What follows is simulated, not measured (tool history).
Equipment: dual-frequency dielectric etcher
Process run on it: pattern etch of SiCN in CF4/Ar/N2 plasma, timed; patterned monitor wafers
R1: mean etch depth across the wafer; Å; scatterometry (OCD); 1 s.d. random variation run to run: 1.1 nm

Run 1, hour 0: source power (kW) 0.6, bias power (kW) 0.09, Ar flow (sccm) 89, CF4 flow (sccm) 71, etch time (s) 114.5. Result: R1 1379.8 Å.
Run 2, hour 7.7: source power (kW) 0.6, bias power (kW) 0.09, Ar flow (sccm) 89, CF4 flow (sccm) 77, etch time (s) 114.5. Result: R1 1394.8 Å.
Run 3, hour 11.1: source power (kW) 0.62, bias power (kW) 0.09, Ar flow (sccm) 89, CF4 flow (sccm) 77, etch time (s) 114.5. Result: R1 1426.6 Å.
Run 4, hour 11.7: source power (kW) 0.62, bias power (kW) 0.09, Ar flow (sccm) 101, CF4 flow (sccm) 77, etch time (s) 114.5. Result: R1 1391.3 Å.
Run 5, hour 15.9: source power (kW) 0.62, bias power (kW) 0.105, Ar flow (sccm) 101, CF4 flow (sccm) 77, etch time (s) 114.5. Result: R1 1469.6 Å.
Run 6, hour 19: source power (kW) 0.62, bias power (kW) 0.105, Ar flow (sccm) 95, CF4 flow (sccm) 77, etch time (s) 114.5. Result: R1 1496 Å.
Run 7, hour 26.8: source power (kW) 0.64, bias power (kW) 0.105, Ar flow (sccm) 95, CF4 flow (sccm) 77, etch time (s) 114.5. Result: R1 1527.4 Å.
Run 8, hour 31.3: source power (kW) 0.65, bias power (kW) 0.105, Ar flow (sccm) 95, CF4 flow (sccm) 77, etch time (s) 114.5. Result: R1 1533.3 Å.
Run 9, hour 33.5: source power (kW) 0.67, bias power (kW) 0.105, Ar flow (sccm) 95, CF4 flow (sccm) 77, etch time (s) 114.5. Result: R1 1575.2 Å.
Run 10, hour 34.9: source power (kW) 0.68, bias power (kW) 0.105, Ar flow (sccm) 95, CF4 flow (sccm) 77, etch time (s) 114.5. Result: R1 1584.8 Å.

What will run 11 give?
Run 11, hour 43.9: source power (kW) 0.69, bias power (kW) 0.105, Ar flow (sccm) 95, CF4 flow (sccm) 77, etch time (s) 114.5. Result: R1 ?.

R1: 1593.6 Å

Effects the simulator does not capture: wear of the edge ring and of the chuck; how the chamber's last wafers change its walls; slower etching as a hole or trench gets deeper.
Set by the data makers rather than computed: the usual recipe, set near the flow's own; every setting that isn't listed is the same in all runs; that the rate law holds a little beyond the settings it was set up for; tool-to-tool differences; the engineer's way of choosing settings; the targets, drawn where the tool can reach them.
